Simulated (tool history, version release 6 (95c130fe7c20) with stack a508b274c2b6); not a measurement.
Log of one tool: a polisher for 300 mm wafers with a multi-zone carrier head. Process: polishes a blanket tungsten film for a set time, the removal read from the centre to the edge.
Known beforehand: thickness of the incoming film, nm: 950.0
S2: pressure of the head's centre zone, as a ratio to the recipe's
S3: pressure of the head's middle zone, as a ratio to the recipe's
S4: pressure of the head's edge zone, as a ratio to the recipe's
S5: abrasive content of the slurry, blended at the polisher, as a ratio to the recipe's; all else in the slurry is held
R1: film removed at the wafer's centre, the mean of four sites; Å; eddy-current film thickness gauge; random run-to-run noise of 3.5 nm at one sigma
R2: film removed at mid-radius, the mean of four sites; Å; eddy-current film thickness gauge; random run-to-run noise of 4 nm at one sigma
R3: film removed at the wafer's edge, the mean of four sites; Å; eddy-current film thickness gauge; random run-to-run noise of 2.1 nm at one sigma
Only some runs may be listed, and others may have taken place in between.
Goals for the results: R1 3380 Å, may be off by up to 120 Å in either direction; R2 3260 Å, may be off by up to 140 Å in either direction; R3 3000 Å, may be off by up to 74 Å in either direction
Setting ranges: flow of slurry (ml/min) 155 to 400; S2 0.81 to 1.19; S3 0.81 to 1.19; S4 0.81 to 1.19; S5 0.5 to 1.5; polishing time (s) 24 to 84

Run 1, hour 0: flow of slurry (ml/min) 255, S2 1, S3 1, S4 1, S5 1, polishing time (s) 54. Result: R1 3235.4 Å, R2 3256.3 Å, R3 3294.3 Å.
Run 2, hour 1.3: flow of slurry (ml/min) 250, S2 1.02, S3 1.01, S4 0.96, S5 1, polishing time (s) 54. Result: R1 3337.5 Å, R2 3290 Å, R3 3278.8 Å.
Run 3, hour 9: flow of slurry (ml/min) 250, S2 1.03, S3 1.03, S4 0.92, S5 0.95, polishing time (s) 54. Result: R1 3351.1 Å, R2 3337.1 Å, R3 3209.9 Å.
Run 4, hour 15.3: flow of slurry (ml/min) 250, S2 1.03, S3 1.03, S4 0.92, S5 0.95, polishing time (s) 42. Result: R1 2605.7 Å, R2 2596.6 Å, R3 2483 Å.
Run 5, hour 22.1: flow of slurry (ml/min) 250, S2 1.03, S3 1.03, S4 0.92, S5 1.15, polishing time (s) 42. Result: R1 2694.2 Å, R2 2652 Å, R3 2562.5 Å.
Run 6, hour 29.3: flow of slurry (ml/min) 265, S2 1.07, S3 1.07, S4 0.96, S5 1.25, polishing time (s) 42. Result: R1 2868.7 Å, R2 2775 Å, R3 2673.5 Å.
Run 7, hour 30.8: flow of slurry (ml/min) 280, S2 1.09, S3 1.11, S4 0.98, S5 1.35, polishing time (s) 43. Result: R1 3046.2 Å, R2 3001.9 Å, R3 2807.2 Å.
Run 8, hour 32.3: flow of slurry (ml/min) 290, S2 1.11, S3 1.13, S4 1, S5 1.4, polishing time (s) 43. Result: R1 3082.4 Å, R2 3066.7 Å, R3 2833.4 Å.
Run 9, hour 33.4: flow of slurry (ml/min) 295, S2 1.13, S3 1.14, S4 1.01, S5 1.45, polishing time (s) 43. Result: R1 3169.2 Å, R2 3146.8 Å, R3 2890.3 Å.
Run 10, hour 35.2: flow of slurry (ml/min) 300, S2 1.15, S3 1.14, S4 1.02, S5 1.45, polishing time (s) 43. Result: R1 3208.4 Å, R2 3117.8 Å, R3 2933 Å.
Run 11, hour 37.6: flow of slurry (ml/min) 305, S2 1.16, S3 1.15, S4 1.02, S5 1.45, polishing time (s) 43. Result: R1 3255.5 Å, R2 3093.3 Å, R3 2897.5 Å.
Run 12, hour 43.9: flow of slurry (ml/min) 305, S2 1.16, S3 1.16, S4 1.03, S5 1.45, polishing time (s) 43. Result: R1 3266.3 Å, R2 3195.6 Å, R3 2914.1 Å.
Run 13, hour 46.7: flow of slurry (ml/min) 310, S2 1.17, S3 1.16, S4 1.04, S5 1.45, polishing time (s) 43. Result: R1 3314.8 Å, R2 3192.7 Å, R3 2945.3 Å.

Exercise: of the 5 proposed moves below, exactly one satisfies all targets within the stated allowed misses. Which move is it?
Run A, hour 49.5: flow of slurry (ml/min) 360, S2 1.19, S3 1.12, S4 1.01, S5 1.45, polishing time (s) 42. Result: R1 ?, R2 ?, R3 ?.
Run B, hour 49.5: flow of slurry (ml/min) 310, S2 1.14, S3 1.02, S4 1.17, S5 1.5, polishing time (s) 44. Result: R1 ?, R2 ?, R3 ?.
Run C, hour 49.5: flow of slurry (ml/min) 270, S2 1.19, S3 1.17, S4 0.94, S5 1.3, polishing time (s) 45. Result: R1 ?, R2 ?, R3 ?.
Run D, hour 49.5: flow of slurry (ml/min) 295, S2 1.19, S3 1.13, S4 1.05, S5 1.35, polishing time (s) 43. Result: R1 ?, R2 ?, R3 ?.
Run E, hour 49.5: flow of slurry (ml/min) 320, S2 1.18, S3 1.16, S4 1.04, S5 1.5, polishing time (s) 44. Result: R1 ?, R2 ?, R3 ?.

move      R1      R2      R3
   A  3334.8  3051.5  2875.6
   B  3357.9  2998.9  3164.8
   C  3387.5  3195.3  2877.7
   D  3295.9  3038.1  2896.2
   E  3458.8  3259.5  3039.4
A: misses by more than the last run did
B: carries the result that was furthest off beyond its target, to the other side
C: misses by more than the last run did
D: misses by more than the last run did
E: every result within its allowed miss
Correct choice: E, which meets every target

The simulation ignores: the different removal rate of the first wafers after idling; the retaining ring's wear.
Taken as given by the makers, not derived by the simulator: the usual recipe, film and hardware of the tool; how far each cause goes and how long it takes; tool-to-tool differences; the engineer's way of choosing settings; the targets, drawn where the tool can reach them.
